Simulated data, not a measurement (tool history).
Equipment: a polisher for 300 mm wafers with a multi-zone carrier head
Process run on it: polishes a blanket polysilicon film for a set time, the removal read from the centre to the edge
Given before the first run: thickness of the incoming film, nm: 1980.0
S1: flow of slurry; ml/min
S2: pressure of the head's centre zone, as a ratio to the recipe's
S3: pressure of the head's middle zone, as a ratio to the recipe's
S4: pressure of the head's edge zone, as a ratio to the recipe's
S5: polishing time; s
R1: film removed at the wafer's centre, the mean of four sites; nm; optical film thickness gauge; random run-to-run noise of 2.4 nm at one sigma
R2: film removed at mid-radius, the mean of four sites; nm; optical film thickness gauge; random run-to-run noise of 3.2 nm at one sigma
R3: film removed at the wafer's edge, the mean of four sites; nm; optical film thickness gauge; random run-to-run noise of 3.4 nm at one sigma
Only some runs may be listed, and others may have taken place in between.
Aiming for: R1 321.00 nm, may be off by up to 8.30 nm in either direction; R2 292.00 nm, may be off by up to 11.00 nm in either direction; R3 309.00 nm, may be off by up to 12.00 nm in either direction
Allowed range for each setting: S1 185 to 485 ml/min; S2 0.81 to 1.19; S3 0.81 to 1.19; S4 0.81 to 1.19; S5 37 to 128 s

Run 1, hour 0.0: S1 310 ml/min, S2 1.00, S3 1.00, S4 1.00, S5 82 s. Result: R1 415.06 nm, R2 421.75 nm, R3 428.57 nm.
Run 2, hour 6.5: S1 310 ml/min, S2 1.00, S3 1.00, S4 0.92, S5 82 s. Result: R1 412.08 nm, R2 419.63 nm, R3 398.44 nm.
Run 3, hour 11.7: S1 310 ml/min, S2 1.00, S3 0.98, S4 0.91, S5 80 s. Result: R1 405.18 nm, R2 417.53 nm, R3 386.40 nm.
Run 4, hour 14.4: S1 360 ml/min, S2 1.00, S3 0.98, S4 0.91, S5 80 s. Result: R1 407.43 nm, R2 417.78 nm, R3 389.45 nm.
Run 5, hour 19.6: S1 355 ml/min, S2 1.00, S3 0.96, S4 0.91, S5 78 s. Result: R1 399.79 nm, R2 388.35 nm, R3 386.46 nm.
Run 6, hour 21.8: S1 355 ml/min, S2 1.00, S3 0.95, S4 0.90, S5 76 s. Result: R1 390.37 nm, R2 388.30 nm, R3 374.71 nm.
Run 7, hour 25.2: S1 355 ml/min, S2 1.00, S3 0.94, S4 0.90, S5 74 s. Result: R1 377.41 nm, R2 371.11 nm, R3 364.07 nm.
Run 8, hour 27.3: S1 355 ml/min, S2 1.00, S3 0.93, S4 0.89, S5 73 s. Result: R1 372.77 nm, R2 358.28 nm, R3 357.92 nm.
Run 9, hour 31.9: S1 350 ml/min, S2 1.00, S3 0.92, S4 0.88, S5 72 s. Result: R1 368.33 nm, R2 354.72 nm, R3 355.36 nm.
Run 10, hour 35.7: S1 350 ml/min, S2 1.00, S3 0.91, S4 0.88, S5 71 s. Result: R1 360.89 nm, R2 341.63 nm, R3 342.19 nm.
Run 11, hour 42.7: S1 350 ml/min, S2 1.00, S3 0.91, S4 0.88, S5 71 s. Result: R1 361.24 nm, R2 347.23 nm, R3 347.41 nm.
Run 12, hour 50.3: S1 350 ml/min, S2 1.00, S3 0.90, S4 0.87, S5 70 s. Result: R1 355.83 nm, R2 336.29 nm, R3 343.65 nm.
Run 13, hour 51.6: S1 350 ml/min, S2 1.00, S3 0.89, S4 0.86, S5 69 s. Result: R1 351.41 nm, R2 333.84 nm, R3 330.63 nm.
Run 14, hour 56.9: S1 345 ml/min, S2 1.00, S3 0.88, S4 0.86, S5 69 s. Result: R1 353.05 nm, R2 326.43 nm, R3 324.61 nm.
Run 15, hour 65.1: S1 345 ml/min, S2 1.00, S3 0.88, S4 0.86, S5 69 s. Result: R1 354.63 nm, R2 324.61 nm, R3 328.39 nm.
Run 16, hour 72.6: S1 345 ml/min, S2 1.00, S3 0.88, S4 0.86, S5 69 s. Result: R1 353.16 nm, R2 321.95 nm, R3 335.64 nm.
Run 17, hour 75.4: S1 345 ml/min, S2 1.00, S3 0.88, S4 0.86, S5 69 s. Result: R1 349.29 nm, R2 322.43 nm, R3 325.81 nm.

Which of these 5 next moves meets every target?
Run A, hour 78.2: S1 335 ml/min, S2 1.01, S3 0.92, S4 0.81, S5 71 s. Result: R1 ?, R2 ?, R3 ?.
Run B, hour 78.2: S1 485 ml/min, S2 1.09, S3 0.97, S4 1.11, S5 56 s. Result: R1 ?, R2 ?, R3 ?.
Run C, hour 78.2: S1 345 ml/min, S2 1.01, S3 0.84, S4 0.92, S5 66 s. Result: R1 ?, R2 ?, R3 ?.
Run D, hour 78.2: S1 330 ml/min, S2 1.08, S3 0.82, S4 0.88, S5 62 s. Result: R1 ?, R2 ?, R3 ?.
Run E, hour 78.2: S1 370 ml/min, S2 1.07, S3 0.92, S4 0.88, S5 72 s. Result: R1 ?, R2 ?, R3 ?.

move      R1      R2      R3
   A  367.82  349.80  337.14
   B  322.03  295.38  314.21
   C  342.57  302.25  332.79
   D  342.94  277.36  305.60
   E  398.55  357.21  356.74
A: its largest miss is bigger than the last run's
B: all results land within tolerance of their targets
C: gains on the last run, yet a result remains outside its allowed miss
D: gains on the last run, yet a result remains outside its allowed miss
E: its largest miss is bigger than the last run's
B is the move that brings every result within its allowed miss.
